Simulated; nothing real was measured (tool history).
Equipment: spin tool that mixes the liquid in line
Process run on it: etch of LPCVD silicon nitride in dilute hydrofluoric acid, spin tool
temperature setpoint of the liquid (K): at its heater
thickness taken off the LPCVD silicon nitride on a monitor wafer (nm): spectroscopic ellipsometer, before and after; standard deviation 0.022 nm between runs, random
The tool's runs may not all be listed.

run	hour	temperature setpoint of the liquid (K)	parts of water to one part of 49 % hydrofluoric acid (parts by volume)	time under the liquid (s)	thickness taken off the LPCVD silicon nitride on a monitor wafer (nm)
1	0.0	297.15	115	300	1.19360
2	4.7	299.15	115	300	1.26290
3	10.3	299.15	145	300	1.03890
4	12.9	298.15	160	300	0.89682
5	20.7	298.15	160	300	0.88120
6	26.8	297.15	170	300	0.83505
7	27.6	296.65	180	300	0.71556

Run 8 comes next. What will it give?
8	28.8	296.15	185	300	?

{"run 8": {"thickness taken off the LPCVD silicon nitride on a monitor wafer (nm)": 0.70089}}

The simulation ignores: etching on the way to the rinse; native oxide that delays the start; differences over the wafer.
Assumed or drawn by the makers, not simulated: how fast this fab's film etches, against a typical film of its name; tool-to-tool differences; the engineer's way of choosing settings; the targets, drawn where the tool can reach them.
